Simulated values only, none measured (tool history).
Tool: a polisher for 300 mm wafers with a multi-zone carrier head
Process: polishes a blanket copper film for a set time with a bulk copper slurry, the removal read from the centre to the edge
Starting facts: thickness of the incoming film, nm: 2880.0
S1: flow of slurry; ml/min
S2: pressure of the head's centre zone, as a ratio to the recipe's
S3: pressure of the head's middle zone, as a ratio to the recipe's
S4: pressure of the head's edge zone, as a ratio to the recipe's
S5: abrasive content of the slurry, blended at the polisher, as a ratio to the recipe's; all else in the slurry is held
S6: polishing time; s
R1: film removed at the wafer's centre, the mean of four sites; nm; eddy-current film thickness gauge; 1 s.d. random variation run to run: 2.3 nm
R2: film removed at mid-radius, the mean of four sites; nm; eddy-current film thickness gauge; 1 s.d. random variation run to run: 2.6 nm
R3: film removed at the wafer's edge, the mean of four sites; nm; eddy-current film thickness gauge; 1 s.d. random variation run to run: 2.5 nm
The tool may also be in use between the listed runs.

run 1 day=0 | S1=295 S2=1 S3=1 S4=1 S5=1 S6=49 | R1=424.54 R2=412.05 R3=425.54
run 2 day=0.292 | S1=290 S2=0.99 S3=0.95 S4=0.96 S5=0.85 S6=43 | R1=354.28 R2=328.42 R3=348.74
run 3 day=0.608 | S1=285 S2=0.97 S3=0.91 S4=0.92 S5=0.75 S6=41 | R1=321.38 R2=300.29 R3=316.77
run 4 day=0.658 | S1=280 S2=0.97 S3=0.88 S4=0.91 S5=0.65 S6=39 | R1=292.89 R2=272.3 R3=291.82
run 5 day=0.825 | S1=275 S2=0.98 S3=0.86 S4=0.9 S5=0.6 S6=38 | R1=283.15 R2=243.9 R3=275.37
run 6 day=1.196 | S1=275 S2=0.98 S3=0.86 S4=0.83 S5=0.6 S6=38 | R1=279.66 R2=247.11 R3=264.28
run 7 day=1.4 | S1=275 S2=0.98 S3=0.86 S4=0.83 S5=0.6 S6=38 | R1=285.74 R2=246.95 R3=270.6

Estimate the outcome of run 8 from the log above:
run 8 day=1.479 | S1=255 S2=0.94 S3=0.83 S4=0.81 S5=0.5 S6=36 | R1=? R2=? R3=?

R1: 245.85 nm
R2: 217.33 nm
R3: 238.89 nm
